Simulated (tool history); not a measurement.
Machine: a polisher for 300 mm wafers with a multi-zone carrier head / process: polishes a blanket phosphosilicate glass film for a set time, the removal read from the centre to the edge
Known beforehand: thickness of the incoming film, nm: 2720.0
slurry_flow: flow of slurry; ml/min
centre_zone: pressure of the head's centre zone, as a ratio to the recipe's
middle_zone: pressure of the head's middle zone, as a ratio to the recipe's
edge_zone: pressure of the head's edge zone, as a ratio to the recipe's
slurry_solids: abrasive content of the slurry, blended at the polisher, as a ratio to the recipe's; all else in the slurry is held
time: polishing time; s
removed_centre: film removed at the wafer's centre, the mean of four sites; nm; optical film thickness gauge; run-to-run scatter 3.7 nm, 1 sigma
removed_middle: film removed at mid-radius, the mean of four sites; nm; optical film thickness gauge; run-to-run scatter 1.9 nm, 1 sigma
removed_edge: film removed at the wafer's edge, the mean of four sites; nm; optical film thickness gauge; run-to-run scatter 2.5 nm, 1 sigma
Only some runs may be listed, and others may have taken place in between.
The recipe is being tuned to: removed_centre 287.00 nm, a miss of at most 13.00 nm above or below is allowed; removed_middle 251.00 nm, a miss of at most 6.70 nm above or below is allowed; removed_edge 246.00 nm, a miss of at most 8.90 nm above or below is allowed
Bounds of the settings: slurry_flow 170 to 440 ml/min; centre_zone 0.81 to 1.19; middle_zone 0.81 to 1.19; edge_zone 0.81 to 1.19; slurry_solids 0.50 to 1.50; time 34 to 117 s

run    day  slurry_flow  centre_zone  middle_zone  edge_zone  slurry_solids  time  removed_centre  removed_middle  removed_edge
  1  0.000          280         1.00         1.00       1.00           1.00    75          451.55          461.22        443.47
  2  0.158          280         1.01         0.97       0.97           0.90    70          410.81          393.52        393.09
  3  0.308          280         1.02         0.97       0.94           0.80    66          366.37          357.27        356.05
  4  0.521          280         1.02         0.97       0.94           0.95    66          397.73          383.59        382.86
  5  0.746          285         1.05         0.98       0.92           0.85    62          359.18          344.31        334.03
  6  0.975          285         1.07         0.97       0.91           0.75    60          340.71          307.69        305.55
  7  1.104          285         1.08         0.97       0.89           0.70    59          321.99          299.07        287.32
  8  1.342          280         1.09         0.95       0.87           0.65    59          316.47          283.52        274.77
  9  1.383          250         1.07         0.90       0.81           0.50    59          267.98          234.11        231.05
 10  1.592          265         1.07         0.90       0.82           0.50    59          273.33          235.31        228.80
 11  1.775          265         1.08         0.91       0.84           0.50    59          271.62          237.78        231.08
 12  2.138          270         1.08         0.91       0.86           0.50    59          273.13          237.73        242.98
 13  2.475          280         1.08         0.92       0.86           0.50    59          270.31          241.70        240.06
 14  2.596          280         1.09         0.93       0.86           0.50    59          274.10          244.72        239.46
 15  2.908          280         1.10         0.93       0.86           0.50    59          281.02          242.54        235.56
 16  3.162          280         1.10         0.93       0.87           0.50    59          282.29          243.79        239.88
 17  3.304          285         1.10         0.93       0.88           0.50    59          283.54          242.13        238.60

Exactly one of the 5 candidate moves below puts every result within its allowed miss. Which one?
  A  3.446          285         1.17         1.00       0.81           0.50    57               ?               ?             ?
  B  3.446          370         1.18         0.94       0.83           0.50    56               ?               ?             ?
  C  3.446          245         1.04         0.98       0.85           0.85    46               ?               ?             ?
  D  3.446          285         1.14         0.98       0.85           0.50    56               ?               ?             ?
  E  3.446          350         1.12         0.96       0.90           0.50    59               ?               ?             ?

move  removed_centre  removed_middle  removed_edge
   A          292.60          248.81        225.36
   B          295.33          236.04        226.90
   C          268.92          253.61        239.20
   D          280.01          240.34        226.23
   E          294.14          252.29        247.21
A: meets the target for the result that was furthest off, but another lies outside its allowed miss
B: further off than the last run
C: meets the target for the result that was furthest off, but another lies outside its allowed miss
D: further off than the last run
E: in spec on every target
So the answer is move E, the one that meets all the targets.
